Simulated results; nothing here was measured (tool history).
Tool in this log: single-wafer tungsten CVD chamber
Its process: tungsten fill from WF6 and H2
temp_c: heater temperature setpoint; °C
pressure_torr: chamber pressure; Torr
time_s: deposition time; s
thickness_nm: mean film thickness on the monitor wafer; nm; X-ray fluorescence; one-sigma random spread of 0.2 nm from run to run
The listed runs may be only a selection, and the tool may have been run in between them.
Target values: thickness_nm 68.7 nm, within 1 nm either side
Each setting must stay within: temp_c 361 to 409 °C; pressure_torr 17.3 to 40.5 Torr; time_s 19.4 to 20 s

run    day  temp_c  pressure_torr  time_s  thickness_nm
  1      0     385           28.9    19.4        45.677
  2  0.162     391             29    19.4        51.713
  3  0.296     391           26.8    19.4        50.521
  4  0.621     395           26.9    19.4        54.647
  5  0.746     387           26.9    19.4        46.371
  6  0.921     387           24.4    19.4        44.786
  7  1.117     393           24.5    19.4        50.831
  8  1.475     393           24.5    19.4        50.863
     1.538  -- capacitance manometer re-zeroed and calibrated
  9  1.538     397           24.6    19.4        54.493

4 next moves are on the table. One of them brings every result within its allowed miss. Which?
  A  1.6     409           25.5      20             ?
  B  1.6     407           25.5      20             ?
  C  1.6     409           25.1    19.9             ?
  D  1.6     405           26.1      20             ?

move  thickness_nm
   A        71.515
   B        68.951
   C        70.748
   D         66.98
A: carries the result that was furthest off beyond its target, to the other side
B: every result within its allowed miss
C: carries the result that was furthest off beyond its target, to the other side
D: nearer the targets than the last run, but a result is still out of spec
Correct choice: B, which meets every target
